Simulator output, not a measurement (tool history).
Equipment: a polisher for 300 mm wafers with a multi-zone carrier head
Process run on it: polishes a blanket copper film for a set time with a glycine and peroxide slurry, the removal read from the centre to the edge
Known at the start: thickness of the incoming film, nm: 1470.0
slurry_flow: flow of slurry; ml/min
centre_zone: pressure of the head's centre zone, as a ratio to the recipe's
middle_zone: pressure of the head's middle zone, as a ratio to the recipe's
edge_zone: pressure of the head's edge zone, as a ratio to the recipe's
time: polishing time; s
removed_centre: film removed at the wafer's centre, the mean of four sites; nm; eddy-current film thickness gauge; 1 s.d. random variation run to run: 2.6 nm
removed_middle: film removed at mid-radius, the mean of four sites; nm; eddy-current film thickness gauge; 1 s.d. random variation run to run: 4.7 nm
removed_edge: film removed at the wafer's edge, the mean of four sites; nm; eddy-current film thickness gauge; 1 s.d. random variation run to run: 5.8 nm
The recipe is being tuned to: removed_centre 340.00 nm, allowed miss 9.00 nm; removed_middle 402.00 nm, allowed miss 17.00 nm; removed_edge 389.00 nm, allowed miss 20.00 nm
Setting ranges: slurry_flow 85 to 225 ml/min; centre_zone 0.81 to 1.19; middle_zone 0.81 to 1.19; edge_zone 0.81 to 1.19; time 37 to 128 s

run	hour	slurry_flow	centre_zone	middle_zone	edge_zone	time	removed_centre	removed_middle	removed_edge
1	0.0	145	1.00	1.00	1.00	82	378.22	392.70	381.75
2	1.0	145	1.00	1.00	0.94	82	378.17	387.24	368.28
3	2.4	145	1.00	1.09	0.94	82	378.71	415.79	368.56
4	4.3	145	1.08	1.09	0.94	82	408.95	419.12	365.76
5	10.4	145	1.08	1.01	0.94	82	409.04	391.82	372.56
6	18.1	145	1.08	1.01	1.00	82	408.92	395.15	390.34
7	25.0	135	1.06	1.02	1.01	82	391.18	387.24	377.18
8	30.3	130	1.04	1.03	1.03	83	387.30	394.46	390.02
9	38.6	125	1.02	1.04	1.04	83	375.75	396.20	385.01
10	47.2	120	1.01	1.05	1.05	83	362.36	393.29	389.97

Exactly one of the 5 candidate moves below puts every result within its allowed miss. Which one?
A	55.8	120	1.06	1.08	1.03	73	?	?	?
B	55.8	140	1.10	1.08	0.97	72	?	?	?
C	55.8	95	0.94	1.08	1.03	90	?	?	?
D	55.8	100	1.07	1.17	1.04	87	?	?	?
E	55.8	85	0.91	0.83	1.19	98	?	?	?

move	removed_centre	removed_middle	removed_edge
A	336.20	346.97	341.05
B	359.20	355.55	335.74
C	338.51	397.77	399.99
D	379.72	412.51	392.83
E	339.13	352.07	456.77
A: the furthest-off result lands on target, but another misses its tolerance
B: moves away from the targets compared with the last run
C: every result lands within tolerance
D: moves away from the targets compared with the last run
E: the furthest-off result lands on target, but another misses its tolerance
Move C is the one to make.

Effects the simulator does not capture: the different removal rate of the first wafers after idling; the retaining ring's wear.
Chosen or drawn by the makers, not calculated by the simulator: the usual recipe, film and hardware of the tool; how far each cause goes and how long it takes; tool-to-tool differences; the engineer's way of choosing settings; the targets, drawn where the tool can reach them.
